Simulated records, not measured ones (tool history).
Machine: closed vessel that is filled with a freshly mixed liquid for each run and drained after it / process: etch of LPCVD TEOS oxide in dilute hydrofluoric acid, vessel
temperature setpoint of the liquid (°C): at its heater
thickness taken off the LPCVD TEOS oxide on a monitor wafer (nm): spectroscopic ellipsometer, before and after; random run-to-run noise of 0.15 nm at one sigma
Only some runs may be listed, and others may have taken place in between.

run  hour  temperature setpoint of the liquid (°C)  parts of water to one part of 49 % hydrofluoric acid (parts by volume)  time in the liquid (s)  thickness taken off the LPCVD TEOS oxide on a monitor wafer (nm)
  1   0.0                                     23.0                                                                     195                     250                                                            30.845
  2   3.5                                     24.5                                                                     195                     250                                                            32.741
  3  11.9                                     25.5                                                                     195                     250                                                            33.790
  4  17.6                                     26.5                                                                     195                     250                                                            35.070
  5  22.5                                     26.5                                                                     195                     250                                                            35.038
  6  29.0                                     29.0                                                                     195                     250                                                            38.404
  7  38.3                                     29.5                                                                     195                     250                                                            39.076

Forecast run 8:
  8  41.1                                     30.0                                                                     195                     250                                                                 ?

{"run 8": {"thickness taken off the LPCVD TEOS oxide on a monitor wafer (nm)": 39.695}}
